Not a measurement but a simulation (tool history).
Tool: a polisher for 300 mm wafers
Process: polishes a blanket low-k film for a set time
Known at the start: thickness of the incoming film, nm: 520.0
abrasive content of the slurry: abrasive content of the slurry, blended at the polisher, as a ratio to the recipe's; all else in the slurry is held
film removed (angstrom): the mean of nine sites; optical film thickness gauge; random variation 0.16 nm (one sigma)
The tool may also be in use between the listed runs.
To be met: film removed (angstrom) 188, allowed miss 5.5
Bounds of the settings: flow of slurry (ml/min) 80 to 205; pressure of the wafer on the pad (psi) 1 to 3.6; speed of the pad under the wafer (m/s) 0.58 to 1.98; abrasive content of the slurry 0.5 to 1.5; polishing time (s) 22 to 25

run	day	flow of slurry (ml/min)	pressure of the wafer on the pad (psi)	speed of the pad under the wafer (m/s)	abrasive content of the slurry	polishing time (s)	film removed (angstrom)
1	0	135	2.3	1.28	1	25	133.02
2	0.275	105	2.3	1.28	1	25	127.04
3	0.3	80	2.3	1.28	1	25	116.14
4	0.667	100	2.3	1.28	1	25	126.73
5	0.833	100	2.3	1.52	1	25	142.1
6	1.133	100	2	1.52	1	25	128.12
7	1.338	125	2.2	1.52	1	25	146.88
8	1.683	145	2.3	1.52	1	25	154.66
9	1.792	155	2.4	1.52	1	25	162.74

4 next moves are on the table. One of them brings every result within its allowed miss. Which?
A	1.9	150	2.7	1.58	1	24	?
B	1.9	155	2.4	1.54	1.05	23	?
C	1.9	160	2.1	1.4	1.05	25	?
D	1.9	165	2.8	1.4	1.25	25	?

move	film removed (angstrom)
A	175.78
B	155.25
C	142.83
D	190.07
A: nearer than the last run, and not there yet
B: further off than the last run
C: further off than the last run
D: meets every target
Answer: D
